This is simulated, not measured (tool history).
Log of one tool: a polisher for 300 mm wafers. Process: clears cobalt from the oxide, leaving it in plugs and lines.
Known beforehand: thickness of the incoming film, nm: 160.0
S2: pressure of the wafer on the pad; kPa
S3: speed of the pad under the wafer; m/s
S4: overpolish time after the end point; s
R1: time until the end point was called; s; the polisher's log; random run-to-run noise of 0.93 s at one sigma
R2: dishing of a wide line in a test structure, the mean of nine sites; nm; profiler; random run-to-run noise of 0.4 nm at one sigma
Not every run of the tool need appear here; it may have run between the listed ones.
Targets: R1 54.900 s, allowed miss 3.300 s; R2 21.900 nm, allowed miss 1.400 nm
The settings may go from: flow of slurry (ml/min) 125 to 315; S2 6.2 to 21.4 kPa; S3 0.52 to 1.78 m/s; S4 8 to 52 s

Run 1, hour 0.0: flow of slurry (ml/min) 205, S2 13.8 kPa, S3 1.14 m/s, S4 26 s. Result: R1 34.433 s, R2 62.895 nm.
Run 2, hour 6.2: flow of slurry (ml/min) 205, S2 13.8 kPa, S3 1.36 m/s, S4 26 s. Result: R1 28.237 s, R2 65.995 nm.
Run 3, hour 8.0: flow of slurry (ml/min) 195, S2 12.4 kPa, S3 1.34 m/s, S4 23 s. Result: R1 31.770 s, R2 60.431 nm.
Run 4, hour 15.5: flow of slurry (ml/min) 195, S2 15.2 kPa, S3 1.34 m/s, S4 23 s. Result: R1 26.947 s, R2 64.896 nm.
Run 5, hour 21.8: flow of slurry (ml/min) 195, S2 12.4 kPa, S3 1.34 m/s, S4 23 s. Result: R1 32.658 s, R2 62.968 nm.
Run 6, hour 24.8: flow of slurry (ml/min) 195, S2 12.4 kPa, S3 1.56 m/s, S4 23 s. Result: R1 26.964 s, R2 65.906 nm.
Run 7, hour 29.1: flow of slurry (ml/min) 140, S2 8.3 kPa, S3 1.24 m/s, S4 10 s. Result: R1 52.195 s, R2 26.029 nm.
Run 8, hour 35.8: flow of slurry (ml/min) 125, S2 6.9 kPa, S3 1.26 m/s, S4 8 s. Result: R1 61.285 s, R2 19.572 nm.

Which single option among these 4 for the next run brings every result within its allowed miss of target? Just one does.
Run A, hour 42.5: flow of slurry (ml/min) 130, S2 7.6 kPa, S3 1.28 m/s, S4 8 s. Result: R1 ?, R2 ?.
Run B, hour 42.5: flow of slurry (ml/min) 125, S2 6.2 kPa, S3 1.18 m/s, S4 8 s. Result: R1 ?, R2 ?.
Run C, hour 42.5: flow of slurry (ml/min) 145, S2 6.2 kPa, S3 1.20 m/s, S4 8 s. Result: R1 ?, R2 ?.
Run D, hour 42.5: flow of slurry (ml/min) 125, S2 6.9 kPa, S3 1.22 m/s, S4 8 s. Result: R1 ?, R2 ?.

move      R1      R2
   A  57.231  21.827
   B  73.618  17.582
   C  69.963  18.382
   D  65.478  19.464
A: each result inside its tolerance
B: lands further from the targets than the last run did
C: lands further from the targets than the last run did
D: lands further from the targets than the last run did
Answer: A
